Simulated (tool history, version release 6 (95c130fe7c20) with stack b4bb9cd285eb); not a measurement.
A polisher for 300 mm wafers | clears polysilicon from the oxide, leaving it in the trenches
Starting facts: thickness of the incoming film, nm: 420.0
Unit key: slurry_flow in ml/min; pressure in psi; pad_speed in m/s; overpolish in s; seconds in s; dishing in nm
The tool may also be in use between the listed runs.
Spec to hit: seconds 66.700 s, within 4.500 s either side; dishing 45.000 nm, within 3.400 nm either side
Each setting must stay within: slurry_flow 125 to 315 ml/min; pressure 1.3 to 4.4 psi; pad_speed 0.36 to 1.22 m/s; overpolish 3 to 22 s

run  hour  slurry_flow  pressure  pad_speed  overpolish  seconds  dishing
  1   0.0          205       2.8       0.78          11   47.853   61.463
  2   2.2          205       2.6       0.78          10   51.524   57.994
  3  11.0          205       2.5       0.78           9   55.590   50.043
  4  12.4          205       2.4       0.78           9   55.161   50.662
  5  21.1          240       2.4       0.78           9   55.010   51.911
  6  22.8          240       2.3       0.78           9   59.277   52.121
  7  24.3          240       2.3       0.78           9   57.202   50.522
  8  27.7          240       2.2       0.78           9   57.558   46.169
  9  34.1          240       2.1       0.76          10   62.631   49.559
     38.6  -- worn pad replaced by a new one
 10  38.6          240       2.1       0.76          10   56.052   54.692
 11  43.0          240       2.1       0.74          10   55.837   55.497
 12  49.0          240       1.6       0.72           7   69.345   36.115
 13  52.1          240       1.7       0.70           7   68.836   35.168
 14  60.5          240       1.7       0.70           8   69.624   40.116

Below are 4 possible settings for the next run. Only one of them brings all results inside the allowed miss of their targets. Which is it?
  A  68.9          245       1.7       0.72          11        ?        ?
  B  68.9          240       2.2       0.54           9        ?        ?
  C  68.9          250       1.8       0.88          10        ?        ?
  D  68.9          260       2.4       0.66          10        ?        ?

move  seconds  dishing
   A   66.912   50.772
   B   67.420   43.894
   C   54.778   54.382
   D   53.997   54.883
A: takes the result that was furthest off past its target
B: each result inside its tolerance
C: takes the result that was furthest off past its target
D: takes the result that was furthest off past its target
B meets every target.

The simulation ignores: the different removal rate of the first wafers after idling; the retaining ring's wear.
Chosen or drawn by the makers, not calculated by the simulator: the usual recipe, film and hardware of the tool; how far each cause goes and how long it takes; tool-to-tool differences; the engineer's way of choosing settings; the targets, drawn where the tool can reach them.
